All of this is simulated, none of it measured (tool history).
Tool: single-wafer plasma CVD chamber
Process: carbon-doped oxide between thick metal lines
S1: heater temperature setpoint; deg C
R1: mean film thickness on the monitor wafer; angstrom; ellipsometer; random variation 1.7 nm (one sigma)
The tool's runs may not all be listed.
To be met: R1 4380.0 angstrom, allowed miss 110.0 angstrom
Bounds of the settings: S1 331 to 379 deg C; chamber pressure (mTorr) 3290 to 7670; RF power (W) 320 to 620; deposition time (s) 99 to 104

Run 1, day 0.000: S1 355 deg C, chamber pressure (mTorr) 5480, RF power (W) 470, deposition time (s) 104. Result: R1 5580.5 angstrom.
Run 2, day 0.138: S1 356 deg C, chamber pressure (mTorr) 5260, RF power (W) 430, deposition time (s) 103. Result: R1 4974.6 angstrom.
Run 3, day 0.408: S1 356 deg C, chamber pressure (mTorr) 5260, RF power (W) 495, deposition time (s) 103. Result: R1 5685.3 angstrom.
Run 4, day 0.500: S1 356 deg C, chamber pressure (mTorr) 6090, RF power (W) 495, deposition time (s) 103. Result: R1 5831.8 angstrom.
Run 5, day 0.871: S1 358 deg C, chamber pressure (mTorr) 5710, RF power (W) 460, deposition time (s) 102. Result: R1 5303.5 angstrom.
Run 6, day 1.092: S1 361 deg C, chamber pressure (mTorr) 5360, RF power (W) 440, deposition time (s) 102. Result: R1 5011.7 angstrom.
Run 7, day 1.342: S1 362 deg C, chamber pressure (mTorr) 5060, RF power (W) 425, deposition time (s) 102. Result: R1 4804.1 angstrom.
Run 8, day 1.588: S1 363 deg C, chamber pressure (mTorr) 4810, RF power (W) 415, deposition time (s) 102. Result: R1 4638.9 angstrom.
Run 9, day 1.854: S1 364 deg C, chamber pressure (mTorr) 4640, RF power (W) 410, deposition time (s) 102. Result: R1 4528.7 angstrom.

Which of these 4 next moves meets every target?
Run A, day 2.121: S1 359 deg C, chamber pressure (mTorr) 4070, RF power (W) 410, deposition time (s) 99. Result: R1 ?.
Run B, day 2.121: S1 361 deg C, chamber pressure (mTorr) 4530, RF power (W) 410, deposition time (s) 104. Result: R1 ?.
Run C, day 2.121: S1 363 deg C, chamber pressure (mTorr) 4830, RF power (W) 425, deposition time (s) 99. Result: R1 ?.
Run D, day 2.121: S1 360 deg C, chamber pressure (mTorr) 4820, RF power (W) 410, deposition time (s) 104. Result: R1 ?.

move      R1
   A  4395.8
   B  4656.1
   C  4633.8
   D  4702.2
A: meets every target
B: further off than the last run
C: further off than the last run
D: further off than the last run
The right move is A.
